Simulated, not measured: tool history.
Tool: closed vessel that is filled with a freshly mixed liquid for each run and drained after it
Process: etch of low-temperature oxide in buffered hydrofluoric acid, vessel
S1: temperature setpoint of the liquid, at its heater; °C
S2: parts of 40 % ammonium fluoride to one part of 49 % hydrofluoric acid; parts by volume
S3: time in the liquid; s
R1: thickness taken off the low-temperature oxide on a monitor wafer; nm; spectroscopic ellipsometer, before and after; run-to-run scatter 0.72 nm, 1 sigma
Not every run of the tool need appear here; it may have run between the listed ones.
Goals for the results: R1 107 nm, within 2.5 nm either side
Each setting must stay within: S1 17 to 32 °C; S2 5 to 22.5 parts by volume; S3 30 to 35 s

run  hour    S1    S2  S3      R1
  1     0    24  13.5  35  54.564
  2   3.7    25    13  35  59.325
  3    11    25    13  35  59.246
  4  11.9  26.5    13  35  65.155
  5  13.6  26.5  10.5  35  78.025
  6  19.3    27  10.5  35  80.954
     20.7  -- hydrofluoric acid flow meter replaced
  7  20.7    27  10.5  35  73.987
  8  27.4  27.5    10  35  79.904
  9  30.9    28    10  35  81.795
 10  36.5  28.5    10  35   84.22
 11  44.6    29    10  35  86.032

Which of these 4 next moves meets every target?
  A  52.7  30    8  35   ?
  B  52.7  29  7.5  35   ?
  C  52.7  32  8.5  35   ?
  D  52.7  28  7.5  35   ?

move      R1
   A  111.75
   B  113.68
   C  116.13
   D  107.83
A: takes the biggest miss from the last run beyond its target
B: takes the biggest miss from the last run beyond its target
C: takes the biggest miss from the last run beyond its target
D: hits every target within its allowed miss
The right move is D.
